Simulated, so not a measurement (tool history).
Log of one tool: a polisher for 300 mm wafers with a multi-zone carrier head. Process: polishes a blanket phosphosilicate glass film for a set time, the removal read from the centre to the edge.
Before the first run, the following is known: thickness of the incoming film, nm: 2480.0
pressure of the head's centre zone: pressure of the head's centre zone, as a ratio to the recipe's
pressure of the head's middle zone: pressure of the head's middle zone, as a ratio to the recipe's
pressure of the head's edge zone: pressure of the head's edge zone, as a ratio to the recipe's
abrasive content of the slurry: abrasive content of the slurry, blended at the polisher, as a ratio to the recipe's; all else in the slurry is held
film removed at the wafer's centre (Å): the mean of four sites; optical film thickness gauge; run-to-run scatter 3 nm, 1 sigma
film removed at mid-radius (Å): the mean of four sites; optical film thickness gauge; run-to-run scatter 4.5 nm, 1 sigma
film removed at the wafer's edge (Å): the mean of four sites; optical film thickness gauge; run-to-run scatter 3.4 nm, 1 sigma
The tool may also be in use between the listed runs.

run  hour  flow of slurry (ml/min)  pressure of the head's centre zone  pressure of the head's middle zone  pressure of the head's edge zone  abrasive content of the slurry  polishing time (s)  film removed at the wafer's centre (Å)  film removed at mid-radius (Å)  film removed at the wafer's edge (Å)
  1   0.0                      165                                1.00                                1.00                              1.00                            1.00                  69                                  4801.7                          4961.4                                5069.9
  2   2.8                      165                                0.98                                1.02                              0.97                            0.90                  68                                  4556.9                          4932.4                                4804.2
  3   3.4                      165                                0.96                                1.03                              0.95                            0.85                  66                                  4229.5                          4744.3                                4475.2
  4   7.0                      165                                1.04                                1.03                              0.95                            0.85                  66                                  4575.0                          4738.8                                4572.1
  5  10.7                      200                                1.04                                1.03                              0.95                            0.85                  66                                  4862.8                          4893.0                                4650.9
  6  12.6                      195                                1.01                                1.03                              0.94                            0.80                  64                                  4459.2                          4677.7                                4397.1
  7  15.6                      190                                0.99                                1.03                              0.92                            0.75                  63                                  4190.3                          4519.2                                4191.9
  8  19.8                      185                                0.97                                1.03                              0.91                            0.70                  62                                  3987.2                          4244.0                                3960.5
  9  26.5                      175                                0.95                                1.04                              0.90                            0.65                  62                                  3671.3                          4260.7                                3898.1
 10  29.6                      175                                0.94                                1.04                              0.89                            0.60                  61                                  3558.1                          4039.9                                3629.1
 11  34.1                      175                                0.94                                1.04                              0.89                            0.60                  61                                  3549.8                          3969.2                                3711.0
 12  37.9                      175                                0.94                                1.04                              0.89                            0.60                  61                                  3543.5                          4039.5                                3705.8
 13  40.0                      170                                0.93                                1.05                              0.88                            0.60                  61                                  3506.3                          4005.3                                3675.2
 14  47.9                      165                                0.92                                1.06                              0.87                            0.60                  61                                  3410.9                          4049.0                                3704.8
 15  49.5                      150                                0.93                                1.11                              0.81                            0.50                  58                                  3049.6                          3703.5                                3167.8
 16  54.4                      150                                0.93                                1.11                              0.82                            0.50                  58                                  3039.6                          3783.2                                3139.4
 17  59.5                      150                                0.93                                1.11                              0.83                            0.50                  58                                  3043.9                          3696.3                                3211.2
     67.1  -- slurry nozzle cleaned
 18  67.1                      160                                0.92                                1.12                              0.84                            0.50                  58                                  3351.1                          4113.8                                3464.8

Predict the results of run 19:
 19  75.3                      155                                0.92                                1.12                              0.84                            0.50                  58                                       ?                               ?                                     ?

For run 19 the tool returned film removed at the wafer's centre (Å) 3384.0, film removed at mid-radius (Å) 4197.5, film removed at the wafer's edge (Å) 3485.8.
